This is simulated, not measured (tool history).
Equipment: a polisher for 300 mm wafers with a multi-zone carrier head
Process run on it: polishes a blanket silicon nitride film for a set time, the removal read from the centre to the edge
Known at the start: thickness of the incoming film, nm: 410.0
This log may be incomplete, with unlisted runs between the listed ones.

run	hour	flow of slurry (ml/min)	pressure of the head's centre zone	pressure of the head's middle zone	pressure of the head's edge zone	polishing time (s)	film removed at the wafer's centre (Å)	film removed at mid-radius (Å)	film removed at the wafer's edge (Å)
1	0.0	230	1.00	1.00	1.00	32	941.09	1005.30	970.04
2	0.6	230	1.00	1.00	1.00	24	702.85	729.68	733.41
3	3.9	250	1.05	1.04	1.05	27	823.75	866.23	838.87
4	5.7	250	1.05	1.04	1.11	27	832.74	860.10	868.75
5	14.4	265	1.09	1.07	1.13	29	923.27	933.96	924.00
6	18.4	265	1.02	1.07	1.13	29	879.02	952.81	937.06
7	26.7	280	1.06	1.10	1.14	31	973.71	1044.10	1014.90
8	29.7	295	1.10	1.13	1.14	32	1042.30	1105.00	1052.10
9	34.3	335	1.19	1.19	1.13	35	1234.80	1306.40	1152.30

The next listed run, before its measurement:
10	35.4	335	1.19	1.18	1.13	35	?	?	?

{"run 10": {"film removed at the wafer's centre (Å)": 1221.2, "film removed at mid-radius (Å)": 1291.8, "film removed at the wafer's edge (Å)": 1145.8}}

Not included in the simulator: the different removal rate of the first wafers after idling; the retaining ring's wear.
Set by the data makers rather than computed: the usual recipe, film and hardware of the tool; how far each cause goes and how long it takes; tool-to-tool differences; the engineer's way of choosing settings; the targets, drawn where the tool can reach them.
